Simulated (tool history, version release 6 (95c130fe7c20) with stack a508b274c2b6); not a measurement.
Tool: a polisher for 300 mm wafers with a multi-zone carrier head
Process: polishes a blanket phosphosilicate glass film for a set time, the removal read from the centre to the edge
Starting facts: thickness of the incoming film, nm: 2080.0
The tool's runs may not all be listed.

run  hour  flow of slurry (ml/min)  pressure of the head's centre zone  pressure of the head's middle zone  pressure of the head's edge zone  abrasive content of the slurry  polishing time (s)  film removed at the wafer's centre (Å)  film removed at mid-radius (Å)  film removed at the wafer's edge (Å)
  1   0.0                      140                                1.00                                1.00                              1.00                            1.00                  40                                  2297.4                          2392.8                                2318.6
  2   4.4                      140                                1.00                                1.00                              0.93                            1.00                  40                                  2306.2                          2379.7                                2240.8
  3   7.6                      150                                1.02                                0.98                              0.99                            1.15                  40                                  2572.7                          2490.6                                2437.5
  4  10.5                      150                                1.02                                1.06                              0.99                            1.15                  40                                  2524.8                          2654.0                                2489.9
  5  16.7                      150                                1.02                                1.00                              0.99                            1.15                  40                                  2543.8                          2581.4                                2474.2
  6  25.5                      150                                1.02                                1.00                              0.95                            1.15                  40                                  2561.7                          2599.9                                2410.9
  7  33.8                      150                                1.03                                0.99                              1.02                            1.25                  41                                  2699.3                          2664.9                                2632.8

Forecast run 8:
  8  39.8                      160                                1.04                                0.99                              1.07                            1.35                  41                                       ?                               ?                                     ?

Run 8 produced film removed at the wafer's centre (Å) 2835.4, film removed at mid-radius (Å) 2752.4, film removed at the wafer's edge (Å) 2865.4.

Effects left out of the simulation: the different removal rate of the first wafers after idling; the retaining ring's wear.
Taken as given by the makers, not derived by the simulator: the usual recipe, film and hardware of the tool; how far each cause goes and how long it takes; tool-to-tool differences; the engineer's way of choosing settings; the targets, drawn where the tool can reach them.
